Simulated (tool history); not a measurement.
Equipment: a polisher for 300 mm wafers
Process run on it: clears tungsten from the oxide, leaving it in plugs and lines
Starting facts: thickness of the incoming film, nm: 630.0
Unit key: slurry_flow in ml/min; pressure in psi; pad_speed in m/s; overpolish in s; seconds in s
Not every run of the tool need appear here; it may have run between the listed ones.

run	day	slurry_flow	pressure	pad_speed	slurry_solids	overpolish	seconds
1	0.000	185	3.9	1.10	1.00	27	107.090
2	0.038	185	4.3	1.14	1.00	27	92.574
3	0.338	185	5.2	1.14	1.00	27	78.552
4	0.583	185	5.2	1.14	1.00	27	80.157
5	0.788	185	5.2	1.14	0.85	27	81.063
6	1.029	185	5.4	1.20	0.85	27	73.738
7	1.162	185	5.5	1.24	0.85	27	71.563
8	1.529	185	5.6	1.30	0.85	27	66.398
9	1.667	185	5.7	1.34	0.85	27	64.929
10	2.017	185	5.8	1.38	0.85	27	61.730

The next listed run, before its measurement:
11	2.079	185	5.9	1.42	0.85	27	?

{"run 11": {"seconds": 56.279}}
